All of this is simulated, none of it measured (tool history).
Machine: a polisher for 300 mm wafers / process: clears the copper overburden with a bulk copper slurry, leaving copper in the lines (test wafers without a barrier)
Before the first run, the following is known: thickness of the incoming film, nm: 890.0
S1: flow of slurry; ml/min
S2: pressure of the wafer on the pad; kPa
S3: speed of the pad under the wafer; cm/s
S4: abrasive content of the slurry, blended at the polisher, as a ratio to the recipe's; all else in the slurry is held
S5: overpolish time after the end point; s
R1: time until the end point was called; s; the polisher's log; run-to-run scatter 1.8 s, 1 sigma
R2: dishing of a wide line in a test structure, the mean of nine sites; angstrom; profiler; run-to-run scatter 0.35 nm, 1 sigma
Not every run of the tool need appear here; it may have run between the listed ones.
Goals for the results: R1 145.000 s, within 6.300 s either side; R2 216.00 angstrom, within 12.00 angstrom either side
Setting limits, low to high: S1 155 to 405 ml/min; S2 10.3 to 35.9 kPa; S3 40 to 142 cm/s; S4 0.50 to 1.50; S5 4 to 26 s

run	hour	S1	S2	S3	S4	S5	R1	R2
1	0.0	260	22.8	90	1.00	13	93.395	622.91
2	3.0	260	22.8	74	1.00	13	114.170	553.58
3	10.3	280	19.3	76	1.15	11	125.010	472.77
4	17.6	280	15.9	76	1.15	11	154.740	397.25
5	22.9	245	14.5	88	0.95	9	152.160	330.20
6	25.8	245	17.2	88	0.95	9	131.410	382.32
7	33.9	220	15.2	98	0.85	8	133.740	332.57
8	36.0	155	10.3	124	0.60	4	175.670	148.86
9	37.5	190	10.3	122	0.60	4	174.130	153.53
10	44.2	205	11.0	120	0.65	4	159.140	162.29
11	51.4	210	11.7	118	0.70	4	147.140	168.90
12	59.3	210	12.4	116	0.70	4	147.010	181.95
13	65.8	210	12.4	114	0.70	4	147.160	176.05
14	72.9	210	12.4	112	0.75	4	146.330	173.47
15	79.9	220	12.4	110	0.75	4	150.710	168.39
16	82.8	210	13.1	110	0.75	4	144.410	175.44
17	84.0	215	13.1	108	0.75	4	144.280	177.07
18	89.7	215	13.1	108	0.75	4	146.570	178.24
19	94.9	215	13.1	106	0.75	4	150.900	179.90
20	99.2	215	13.1	104	0.75	4	149.720	174.74

Exactly one of the 5 candidate moves below puts every result within its allowed miss. Which one?
A	103.5	190	15.2	98	0.70	5	?	?
B	103.5	220	15.2	100	0.90	4	?	?
C	103.5	215	13.8	108	0.95	4	?	?
D	103.5	235	13.8	114	0.70	4	?	?
E	103.5	200	15.9	100	0.70	4	?	?

move	R1	R2
A	140.170	220.41
B	127.920	196.87
C	128.960	194.62
D	128.490	195.23
E	130.660	193.66
A: in spec on every target
B: moves toward the targets from the last run without getting all of them in spec
C: moves toward the targets from the last run without getting all of them in spec
D: moves toward the targets from the last run without getting all of them in spec
E: moves toward the targets from the last run without getting all of them in spec
Correct choice: A, which meets every target

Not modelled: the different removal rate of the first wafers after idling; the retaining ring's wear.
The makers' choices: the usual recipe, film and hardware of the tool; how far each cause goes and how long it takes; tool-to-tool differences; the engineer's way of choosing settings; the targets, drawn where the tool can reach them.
